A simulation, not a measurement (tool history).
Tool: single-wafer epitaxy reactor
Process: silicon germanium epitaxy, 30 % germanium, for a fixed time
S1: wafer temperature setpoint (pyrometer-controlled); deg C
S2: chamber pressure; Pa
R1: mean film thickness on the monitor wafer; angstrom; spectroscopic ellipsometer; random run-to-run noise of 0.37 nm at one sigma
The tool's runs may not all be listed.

run,day,S1,S2,R1
1,0.000,605,1933,582.79
2,0.125,605,2213,626.24
3,0.404,606,2213,633.54
4,0.483,607,2213,649.21
5,0.554,618,2213,808.93
6,0.779,618,1986,770.83
7,1.129,617,1986,751.51

Predict the results of run 8:
8,1.250,616,1986,?

Run 8 yielded R1 742.10 angstrom.
